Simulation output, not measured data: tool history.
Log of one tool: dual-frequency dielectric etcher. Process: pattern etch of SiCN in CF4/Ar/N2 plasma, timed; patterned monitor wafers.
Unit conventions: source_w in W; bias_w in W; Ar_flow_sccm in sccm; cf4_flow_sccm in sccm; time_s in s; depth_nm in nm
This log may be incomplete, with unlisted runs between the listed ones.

run	hour	source_w	bias_w	Ar_flow_sccm	cf4_flow_sccm	time_s	depth_nm
1	0	490	95	120	79	120.5	121.46
2	5.7	490	95	103	79	120.5	122.84
3	8.8	510	95	103	79	120.5	127.5
4	14.1	510	95	95	79	120.5	129.4
5	15.1	520	95	95	79	120.5	132.77
6	17.8	530	95	95	79	120.5	134.74

What will run 7 give?
7	25.1	540	95	95	79	120.5	?

Run 7 measured depth_nm 136.3 nm.

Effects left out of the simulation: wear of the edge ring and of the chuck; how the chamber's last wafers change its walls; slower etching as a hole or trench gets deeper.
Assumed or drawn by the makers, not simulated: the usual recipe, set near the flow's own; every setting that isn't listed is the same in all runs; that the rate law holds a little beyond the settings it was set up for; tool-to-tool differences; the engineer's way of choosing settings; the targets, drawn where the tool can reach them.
